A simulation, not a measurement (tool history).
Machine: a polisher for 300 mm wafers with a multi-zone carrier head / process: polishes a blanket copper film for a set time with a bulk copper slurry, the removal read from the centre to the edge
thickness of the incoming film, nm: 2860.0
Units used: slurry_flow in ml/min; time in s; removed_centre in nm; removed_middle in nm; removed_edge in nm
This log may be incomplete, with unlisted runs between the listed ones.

run 1 hour=0.0 | slurry_flow=300 centre_zone=1.00 middle_zone=1.00 edge_zone=1.00 slurry_solids=1.00 time=69 | removed_centre=848.22 removed_middle=841.91 removed_edge=852.93
run 2 hour=3.9 | slurry_flow=300 centre_zone=1.00 middle_zone=1.00 edge_zone=1.00 slurry_solids=1.00 time=62 | removed_centre=763.76 removed_middle=746.89 removed_edge=761.42
run 3 hour=9.2 | slurry_flow=300 centre_zone=1.00 middle_zone=1.00 edge_zone=0.94 slurry_solids=1.00 time=62 | removed_centre=770.17 removed_middle=751.50 removed_edge=740.84
run 4 hour=14.1 | slurry_flow=265 centre_zone=1.00 middle_zone=1.00 edge_zone=0.94 slurry_solids=1.00 time=62 | removed_centre=747.38 removed_middle=748.12 removed_edge=731.59
run 5 hour=22.8 | slurry_flow=265 centre_zone=1.00 middle_zone=1.00 edge_zone=0.94 slurry_solids=1.15 time=62 | removed_centre=785.43 removed_middle=776.55 removed_edge=767.70
run 6 hour=23.6 | slurry_flow=265 centre_zone=1.00 middle_zone=1.07 edge_zone=0.94 slurry_solids=1.15 time=62 | removed_centre=796.54 removed_middle=832.45 removed_edge=765.41

Run 7 is up next; what results do you expect?
run 7 hour=30.4 | slurry_flow=275 centre_zone=1.02 middle_zone=1.06 edge_zone=0.98 slurry_solids=1.20 time=63 | removed_centre=? removed_middle=? removed_edge=?

removed_centre: 833.44 nm
removed_middle: 842.90 nm
removed_edge: 811.05 nm
